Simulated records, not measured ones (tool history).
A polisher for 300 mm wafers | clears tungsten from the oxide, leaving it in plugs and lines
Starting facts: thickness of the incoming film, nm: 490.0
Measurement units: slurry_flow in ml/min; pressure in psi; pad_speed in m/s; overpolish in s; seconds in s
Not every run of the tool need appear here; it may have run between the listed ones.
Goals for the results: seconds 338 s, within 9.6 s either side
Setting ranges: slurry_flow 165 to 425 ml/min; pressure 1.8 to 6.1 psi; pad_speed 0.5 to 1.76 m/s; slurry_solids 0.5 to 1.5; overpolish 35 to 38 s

| run | hour | slurry_flow | pressure | pad_speed | slurry_solids | overpolish | seconds |
|---|---|---|---|---|---|---|---|
| 1 | 0 | 275 | 3.9 | 1.12 | 1 | 35 | 109.09 |
| 2 | 4.8 | 225 | 3.9 | 1.12 | 1 | 35 | 111.93 |
| 3 | 8.4 | 225 | 3.9 | 1.22 | 1 | 35 | 102.74 |
| 4 | 14.5 | 220 | 3.5 | 1.08 | 1 | 35 | 122.94 |
| 5 | 17.7 | 220 | 3.5 | 1.08 | 1 | 38 | 123.07 |
| 6 | 20.1 | 220 | 3.5 | 1.08 | 1.15 | 38 | 119.04 |
| 7 | 26.7 | 210 | 3.2 | 0.98 | 1.05 | 37 | 144.55 |
| 8 | 33.9 | 200 | 2.9 | 0.9 | 1 | 37 | 166.16 |
| 9 | 35.3 | 165 | 1.8 | 0.58 | 0.75 | 37 | 361.6 |
| 10 | 37.8 | 170 | 1.8 | 0.58 | 0.75 | 37 | 365.66 |

Next run, 5 choices. One meets every target within its allowed miss, the rest don't. Which?
| A | 40.3 | 200 | 1.8 | 0.52 | 0.6 | 37 | ? |
| B | 40.3 | 195 | 1.8 | 0.64 | 0.6 | 38 | ? |
| C | 40.3 | 165 | 1.8 | 0.58 | 0.8 | 36 | ? |
| D | 40.3 | 165 | 1.8 | 0.52 | 0.7 | 35 | ? |
| E | 40.3 | 180 | 1.8 | 0.54 | 0.7 | 38 | ? |

| move | seconds |
|---|---|
| A | 415.58 |
| B | 343.04 |
| C | 362.01 |
| D | 414.37 |
| E | 393.41 |
A: the biggest miss grows against the last run
B: meets every target
C: nearer the targets than the last run, but a result is still out of spec
D: the biggest miss grows against the last run
E: the biggest miss grows against the last run
Correct choice: B, which meets every target
